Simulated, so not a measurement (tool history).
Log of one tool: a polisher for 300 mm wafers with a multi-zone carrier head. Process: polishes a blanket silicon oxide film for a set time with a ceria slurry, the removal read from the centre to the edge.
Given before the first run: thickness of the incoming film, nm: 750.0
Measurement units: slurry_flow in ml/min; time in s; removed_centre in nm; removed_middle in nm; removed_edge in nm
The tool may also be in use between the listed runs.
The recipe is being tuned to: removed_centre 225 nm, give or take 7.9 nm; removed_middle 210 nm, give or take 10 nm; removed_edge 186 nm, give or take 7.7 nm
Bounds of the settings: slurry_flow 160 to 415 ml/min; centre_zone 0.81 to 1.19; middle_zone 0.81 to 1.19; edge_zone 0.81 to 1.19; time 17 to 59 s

run	day	slurry_flow	centre_zone	middle_zone	edge_zone	time	removed_centre	removed_middle	removed_edge
1	0	265	1	1	1	38	186.79	168.24	163.1
2	0.233	270	1.01	1.02	1.01	39	196.3	179.01	171.75
3	0.533	280	1.02	1.04	1.01	39	195.26	177.9	172.6
4	0.692	275	1.03	1.06	1	40	203.49	186.95	175.81
5	0.854	275	1.03	1.06	1.03	40	207.15	180.53	179.36
6	1.117	280	1.04	1.07	1.02	40	210.42	183.14	178.86
7	1.308	280	1.04	1.08	1.01	40	205.23	187.51	174.82
8	1.633	285	1.05	1.09	1.01	40	209.02	189.65	178.67

Consider the 5 candidate settings below. Which is the only one whose results all fall within their allowed miss of target?
A	1.958	245	1.11	0.93	1.19	38	?	?	?
B	1.958	375	0.89	1.06	0.99	41	?	?	?
C	1.958	170	1.19	1.16	0.93	46	?	?	?
D	1.958	410	1.14	1.18	0.95	42	?	?	?
E	1.958	280	1.04	1.11	0.9	44	?	?	?

move	removed_centre	removed_middle	removed_edge
A	203.65	167.14	177.42
B	185.13	201.08	185.61
C	247.17	212.31	188.6
D	244.85	218.81	188.46
E	225.13	214.61	189.13
A: misses by more than the last run did
B: puts the biggest miss on target and leaves a different result outside tolerance
C: puts the biggest miss on target and leaves a different result outside tolerance
D: puts the biggest miss on target and leaves a different result outside tolerance
E: all results in spec
Move E is the one to make.

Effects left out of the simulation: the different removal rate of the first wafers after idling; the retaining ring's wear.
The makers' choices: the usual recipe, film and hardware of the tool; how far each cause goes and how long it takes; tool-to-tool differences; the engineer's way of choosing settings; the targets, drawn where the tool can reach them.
